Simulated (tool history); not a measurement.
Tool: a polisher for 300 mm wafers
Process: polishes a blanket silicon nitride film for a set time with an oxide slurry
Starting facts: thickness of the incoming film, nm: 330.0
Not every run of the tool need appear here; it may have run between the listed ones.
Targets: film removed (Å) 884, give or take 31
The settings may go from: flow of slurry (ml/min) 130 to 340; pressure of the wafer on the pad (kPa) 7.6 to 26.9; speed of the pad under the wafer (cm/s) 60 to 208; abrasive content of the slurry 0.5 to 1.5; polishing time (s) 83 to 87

run  hour  flow of slurry (ml/min)  pressure of the wafer on the pad (kPa)  speed of the pad under the wafer (cm/s)  abrasive content of the slurry  polishing time (s)  film removed (Å)
  1     0                      220                                    17.2                                      134                               1                  83             545.6
  2     8                      220                                    17.2                                      134                            1.15                  83            589.82
  3  14.1                      220                                    17.2                                      134                            1.15                  87            609.01
  4  19.1                      220                                    18.6                                      134                            1.15                  87            647.04
  5  23.4                      220                                    18.6                                      104                            1.15                  87            540.36
  6  24.2                      180                                    18.6                                      104                            1.15                  87               521
     30.3  -- head pressure recalibrated
  7  30.3                      180                                    18.6                                      104                            1.15                  87            480.25
  8  32.9                      215                                      20                                      104                            1.15                  87            525.34
  9    39                      220                                    21.4                                      116                            1.15                  87            625.73
 10  43.6                      220                                    21.4                                      116                            1.15                  87            624.41
 11  49.6                      230                                    22.8                                      120                            1.15                  87            685.18
 12  50.1                      240                                    23.4                                      122                            1.15                  87            706.76

4 candidate next runs follow, results not yet known. Just one meets every target within its allowed miss. Identify it.
  A  50.6                      265                                    24.8                                      148                             1.1                  87                 ?
  B  50.6                      215                                    21.4                                      148                            1.15                  85                 ?
  C  50.6                      185                                    22.1                                      122                               1                  83                 ?
  D  50.6                      265                                    22.8                                      146                            1.15                  87                 ?

move  film removed (Å)
   A            869.21
   B            732.23
   C            588.08
   D            805.34
A: all results in spec
B: moves toward the targets from the last run without getting all of them in spec
C: its largest miss is bigger than the last run's
D: moves toward the targets from the last run without getting all of them in spec
Answer: A
